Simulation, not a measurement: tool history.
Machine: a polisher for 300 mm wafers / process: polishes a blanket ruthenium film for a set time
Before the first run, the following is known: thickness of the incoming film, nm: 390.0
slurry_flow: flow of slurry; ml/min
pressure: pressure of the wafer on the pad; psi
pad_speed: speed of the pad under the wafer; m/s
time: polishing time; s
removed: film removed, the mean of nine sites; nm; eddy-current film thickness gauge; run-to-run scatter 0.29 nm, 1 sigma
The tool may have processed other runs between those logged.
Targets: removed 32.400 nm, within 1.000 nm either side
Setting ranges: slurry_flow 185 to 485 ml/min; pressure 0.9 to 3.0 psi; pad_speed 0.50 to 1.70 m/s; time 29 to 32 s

{"run": 1, "hour": 0.0, "slurry_flow": 310, "pressure": 1.9, "pad_speed": 1.1, "time": 32, "removed": 44.505}
{"run": 2, "hour": 7.5, "slurry_flow": 310, "pressure": 1.8, "pad_speed": 1.1, "time": 32, "removed": 42.437}
{"run": 3, "hour": 10.0, "slurry_flow": 310, "pressure": 2.2, "pad_speed": 1.1, "time": 32, "removed": 51.247}
{"run": 4, "hour": 13.8, "slurry_flow": 310, "pressure": 2.2, "pad_speed": 1.1, "time": 29, "removed": 46.499}
{"run": 5, "hour": 14.9, "slurry_flow": 310, "pressure": 2.6, "pad_speed": 1.1, "time": 29, "removed": 52.856}
{"run": 6, "hour": 16.1, "slurry_flow": 310, "pressure": 2.6, "pad_speed": 1.2, "time": 29, "removed": 56.108}
{"run": 7, "hour": 20.0, "slurry_flow": 310, "pressure": 2.3, "pad_speed": 1.18, "time": 29, "removed": 49.93}
{"run": 8, "hour": 26.6, "slurry_flow": 310, "pressure": 2.1, "pad_speed": 1.18, "time": 29, "removed": 46.952}
{"run": 9, "hour": 30.7, "slurry_flow": 310, "pressure": 1.9, "pad_speed": 1.18, "time": 29, "removed": 42.333}
{"run": 10, "hour": 36.3, "slurry_flow": 310, "pressure": 1.8, "pad_speed": 1.18, "time": 29, "removed": 40.526}
{"run": 11, "hour": 37.3, "slurry_flow": 305, "pressure": 1.3, "pad_speed": 1.18, "time": 29, "removed": 30.943}

Exercise: of the 5 proposed moves below, exactly one satisfies all targets within the stated allowed misses. Which move is it?
{"run": "A", "hour": 38.3, "slurry_flow": 335, "pressure": 1.5, "pad_speed": 1.06, "time": 31, "removed": "?"}
{"run": "B", "hour": 38.3, "slurry_flow": 275, "pressure": 1.6, "pad_speed": 1.12, "time": 29, "removed": "?"}
{"run": "C", "hour": 38.3, "slurry_flow": 270, "pressure": 1.2, "pad_speed": 1.38, "time": 32, "removed": "?"}
{"run": "D", "hour": 38.3, "slurry_flow": 295, "pressure": 1.4, "pad_speed": 1.18, "time": 31, "removed": "?"}
{"run": "E", "hour": 38.3, "slurry_flow": 270, "pressure": 1.3, "pad_speed": 1.22, "time": 30, "removed": "?"}

move=A removed=35.190
move=B removed=35.462
move=C removed=35.845
move=D removed=35.428
move=E removed=32.765
A: moves the result that the last run missed by most past its target, out the other side
B: moves the result that the last run missed by most past its target, out the other side
C: moves the result that the last run missed by most past its target, out the other side
D: moves the result that the last run missed by most past its target, out the other side
E: every result lands within tolerance
The move that meets every target is E.
